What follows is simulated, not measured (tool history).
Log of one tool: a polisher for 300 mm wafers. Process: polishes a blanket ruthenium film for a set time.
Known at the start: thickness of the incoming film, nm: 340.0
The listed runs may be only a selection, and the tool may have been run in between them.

run  hour  flow of slurry (ml/min)  pressure of the wafer on the pad (kPa)  speed of the pad under the wafer (cm/s)  polishing time (s)  film removed (angstrom)
  1   0.0                      295                                     9.7                                       98                  32                   205.93
  2   4.5                      295                                     9.7                                       86                  32                   180.47
  3   6.0                      295                                    10.3                                       86                  32                   191.70
  4  11.7                      295                                    10.3                                       86                  32                   189.00
  5  16.5                      225                                    10.3                                       86                  32                   190.25
  6  21.0                      225                                    11.0                                       86                  32                   199.32
  7  25.4                      225                                    11.7                                       88                  32                   225.30

Run 8 has not been measured yet. What should we expect?
  8  29.4                      225                                    13.8                                       90                  32                        ?

film removed (angstrom): 260.70
